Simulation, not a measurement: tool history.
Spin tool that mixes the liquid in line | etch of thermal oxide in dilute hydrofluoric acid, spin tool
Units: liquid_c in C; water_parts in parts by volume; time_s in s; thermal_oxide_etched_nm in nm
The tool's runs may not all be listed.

run	hour	liquid_c	water_parts	time_s	thermal_oxide_etched_nm
1	0	20	175	45	0.84448
2	1	20	210	45	0.70077
3	2.9	22	205	45	0.75308
4	5.9	23	200	45	0.80832
5	6.5	23	150	45	1.1224
6	14.1	22.5	150	45	1.137
7	15.6	22	150	45	1.1128

The next listed run, before its measurement:
8	21.1	21.5	150	45	?

thermal_oxide_etched_nm: 1.0758 nm

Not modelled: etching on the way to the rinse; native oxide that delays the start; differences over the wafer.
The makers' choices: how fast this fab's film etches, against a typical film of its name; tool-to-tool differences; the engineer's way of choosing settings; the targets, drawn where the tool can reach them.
